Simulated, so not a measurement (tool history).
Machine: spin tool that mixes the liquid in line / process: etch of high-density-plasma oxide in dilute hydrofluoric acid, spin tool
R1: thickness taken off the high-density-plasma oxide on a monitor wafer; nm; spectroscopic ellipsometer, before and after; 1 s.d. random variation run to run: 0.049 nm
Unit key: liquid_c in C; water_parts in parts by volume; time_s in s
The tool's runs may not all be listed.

run 1 day=0.000 | liquid_c=26.0 water_parts=175 time_s=50 | R1=1.44500
run 2 day=0.200 | liquid_c=27.0 water_parts=155 time_s=50 | R1=1.74210
run 3 day=0.558 | liquid_c=27.0 water_parts=155 time_s=30 | R1=1.06400
run 4 day=0.804 | liquid_c=23.5 water_parts=155 time_s=30 | R1=0.91770
run 5 day=1.104 | liquid_c=23.5 water_parts=155 time_s=30 | R1=0.92124
run 6 day=1.321 | liquid_c=26.5 water_parts=155 time_s=30 | R1=1.01620

For run 7, what comes out?
run 7 day=1.542 | liquid_c=27.5 water_parts=140 time_s=35 | R1=?

Run 7 measured R1 1.40400 nm.

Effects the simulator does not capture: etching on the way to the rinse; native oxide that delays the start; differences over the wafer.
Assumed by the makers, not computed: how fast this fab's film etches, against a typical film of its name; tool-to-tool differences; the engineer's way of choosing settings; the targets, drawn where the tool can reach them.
